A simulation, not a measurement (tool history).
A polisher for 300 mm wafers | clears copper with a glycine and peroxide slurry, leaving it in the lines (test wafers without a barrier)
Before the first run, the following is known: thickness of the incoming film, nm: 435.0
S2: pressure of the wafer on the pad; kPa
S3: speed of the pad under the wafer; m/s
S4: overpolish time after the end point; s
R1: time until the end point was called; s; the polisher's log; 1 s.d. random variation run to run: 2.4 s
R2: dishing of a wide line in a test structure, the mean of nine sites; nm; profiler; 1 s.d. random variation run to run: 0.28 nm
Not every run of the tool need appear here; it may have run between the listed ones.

{"run": 1, "hour": 0.0, "flow of slurry (ml/min)": 285, "S2": 12.4, "S3": 0.96, "S4": 26, "R1": 116.16, "R2": 63.539}
{"run": 2, "hour": 1.8, "flow of slurry (ml/min)": 265, "S2": 11, "S3": 0.98, "S4": 23, "R1": 122.56, "R2": 55.439}
{"run": 3, "hour": 4.6, "flow of slurry (ml/min)": 265, "S2": 11, "S3": 0.76, "S4": 23, "R1": 149.81, "R2": 48.136}
{"run": 4, "hour": 11.0, "flow of slurry (ml/min)": 250, "S2": 10.3, "S3": 0.78, "S4": 20, "R1": 151.81, "R2": 41.978}
{"run": 5, "hour": 18.4, "flow of slurry (ml/min)": 315, "S2": 10.3, "S3": 0.78, "S4": 20, "R1": 149.41, "R2": 42.451}
{"run": 6, "hour": 24.1, "flow of slurry (ml/min)": 315, "S2": 10.3, "S3": 0.78, "S4": 11, "R1": 148.74, "R2": 25.514}

Run 7 comes next. What will it give?
{"run": 7, "hour": 33.0, "flow of slurry (ml/min)": 310, "S2": 10.3, "S3": 0.78, "S4": 11, "R1": "?", "R2": "?"}

R1: 150.62 s
R2: 25.529 nm
